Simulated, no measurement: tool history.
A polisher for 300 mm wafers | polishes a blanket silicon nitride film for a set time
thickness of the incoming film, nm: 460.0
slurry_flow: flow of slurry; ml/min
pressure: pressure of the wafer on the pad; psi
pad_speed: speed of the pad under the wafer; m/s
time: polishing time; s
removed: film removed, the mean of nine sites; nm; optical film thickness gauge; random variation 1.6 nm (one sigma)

run 1 day=0 | slurry_flow=145 pressure=3.1 pad_speed=0.82 time=101 | removed=141.15
run 2 day=0.283 | slurry_flow=145 pressure=3 pad_speed=0.82 time=101 | removed=138.22
run 3 day=0.35 | slurry_flow=120 pressure=3 pad_speed=0.82 time=101 | removed=136.58
run 4 day=0.671 | slurry_flow=120 pressure=2.9 pad_speed=0.82 time=101 | removed=135.48
run 5 day=1.017 | slurry_flow=120 pressure=2.8 pad_speed=0.82 time=101 | removed=131.72
run 6 day=1.1 | slurry_flow=120 pressure=3.2 pad_speed=0.82 time=101 | removed=142.65
run 7 day=1.312 | slurry_flow=120 pressure=3 pad_speed=0.82 time=101 | removed=134.18
run 8 day=1.354 | slurry_flow=120 pressure=2.9 pad_speed=0.82 time=101 | removed=134.85
run 9 day=1.521 | slurry_flow=120 pressure=2.8 pad_speed=0.82 time=101 | removed=129.15

The next listed run, before its measurement:
run 10 day=1.683 | slurry_flow=120 pressure=2.7 pad_speed=0.82 time=101 | removed=?

{"run 10": {"removed": 128.93}}
